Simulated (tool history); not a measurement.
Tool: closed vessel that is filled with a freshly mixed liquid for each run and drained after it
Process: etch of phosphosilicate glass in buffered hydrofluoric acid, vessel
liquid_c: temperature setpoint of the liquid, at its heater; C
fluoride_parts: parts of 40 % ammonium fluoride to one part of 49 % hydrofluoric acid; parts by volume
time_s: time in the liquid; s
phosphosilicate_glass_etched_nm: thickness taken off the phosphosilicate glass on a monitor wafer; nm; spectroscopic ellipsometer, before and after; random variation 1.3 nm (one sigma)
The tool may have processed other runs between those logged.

run  hour  liquid_c  fluoride_parts  time_s  phosphosilicate_glass_etched_nm
  1   0.0      21.0            13.5      90                           343.44
  2   3.6      21.0            13.5      95                           367.87
  3   8.2      20.5            14.0      95                           342.95
  4  14.9      20.5            10.5      95                           459.95
  5  15.6      20.5             8.5      95                           538.24
  6  23.5      20.5             5.0      95                           901.21
  7  29.8      20.0             6.0      95                           744.80
  8  34.7      19.5             7.0      95                           634.60
  9  37.8      19.0             8.0      95                           530.04
 10  44.7      19.0             8.5      95                           499.09
 11  52.8      19.0             9.0      95                           469.85
 12  53.6      19.0             9.5      95                           459.41
 13  54.2      19.0            10.0      95                           440.96
 14  58.7      19.0            10.5      95                           418.31
 15  66.3      19.0            11.0      95                           399.88
 16  72.7      19.0            11.5      95                           383.82
 17  78.6      19.0            12.0      95                           368.12
 18  84.3      19.0            12.5      95                           354.60

Expected results for the next run?
 19  88.3      19.0            13.0      95                                ?

Run 19 yielded phosphosilicate_glass_etched_nm 337.84 nm.
